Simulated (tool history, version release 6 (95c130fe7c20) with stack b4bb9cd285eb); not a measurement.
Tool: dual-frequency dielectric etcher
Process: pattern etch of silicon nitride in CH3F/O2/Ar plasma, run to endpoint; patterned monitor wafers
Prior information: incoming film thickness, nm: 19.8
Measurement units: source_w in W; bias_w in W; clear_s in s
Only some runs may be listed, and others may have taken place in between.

Run 1, hour 0: source_w 320 W, bias_w 93 W. Result: clear_s 27.212 s.
Run 2, hour 1.5: source_w 320 W, bias_w 99 W. Result: clear_s 27.054 s.
Run 3, hour 4.4: source_w 350 W, bias_w 103 W. Result: clear_s 25.906 s.
Run 4, hour 11.4: source_w 350 W, bias_w 115 W. Result: clear_s 24.656 s.
Run 5, hour 20.3: source_w 360 W, bias_w 116 W. Result: clear_s 24.459 s.
Run 6, hour 29: source_w 360 W, bias_w 105 W. Result: clear_s 25.612 s.

Forecast run 7:
Run 7, hour 37.8: source_w 360 W, bias_w 105 W. Result: clear_s ?.

Logged for run 7: clear_s 25.313 s.

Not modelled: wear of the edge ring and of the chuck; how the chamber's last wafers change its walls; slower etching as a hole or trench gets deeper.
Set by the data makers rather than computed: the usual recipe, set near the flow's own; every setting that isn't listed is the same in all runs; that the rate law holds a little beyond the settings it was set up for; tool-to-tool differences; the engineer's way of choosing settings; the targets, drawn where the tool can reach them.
